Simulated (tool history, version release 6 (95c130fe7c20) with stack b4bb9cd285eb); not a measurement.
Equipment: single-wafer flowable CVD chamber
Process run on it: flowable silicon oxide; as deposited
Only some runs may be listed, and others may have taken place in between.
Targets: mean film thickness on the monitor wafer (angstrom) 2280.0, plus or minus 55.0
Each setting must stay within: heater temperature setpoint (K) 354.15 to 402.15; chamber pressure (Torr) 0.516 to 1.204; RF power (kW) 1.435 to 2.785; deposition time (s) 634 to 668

run  hour  heater temperature setpoint (K)  chamber pressure (Torr)  RF power (kW)  deposition time (s)  mean film thickness on the monitor wafer (angstrom)
  1   0.0                           378.15                    0.860          2.110                  668                                               3562.0
  2   6.5                           380.15                    0.860          2.110                  668                                               3296.8
  3  12.7                           380.15                    0.860          2.395                  668                                               3393.9
  4  20.5                           382.15                    0.860          2.395                  668                                               3180.1
  5  26.1                           383.15                    0.860          2.395                  668                                               3067.6
  6  29.3                           374.15                    0.860          2.395                  668                                               4201.6
  7  36.0                           377.15                    0.859          2.395                  668                                               3759.0
  8  37.7                           389.15                    0.855          2.395                  668                                               2491.9
  9  42.0                           391.15                    0.855          2.395                  668                                               2347.3

Which one of the following 5 next-run settings gets every result inside its allowed miss? There is exactly one.
  A  46.3                           392.15                    0.988          2.290                  634                                                    ?
  B  46.3                           394.15                    1.000          2.090                  634                                                    ?
  C  46.3                           388.15                    0.799          2.285                  663                                                    ?
  D  46.3                           388.15                    0.850          2.125                  668                                                    ?
  E  46.3                           397.15                    1.055          2.160                  668                                                    ?

move  mean film thickness on the monitor wafer (angstrom)
   A                                               2466.3
   B                                               2312.3
   C                                               2391.3
   D                                               2522.0
   E                                               2374.9
A: misses by more than the last run did
B: every result lands within tolerance
C: misses by more than the last run did
D: misses by more than the last run did
E: misses by more than the last run did
B is the move that brings every result within its allowed miss.
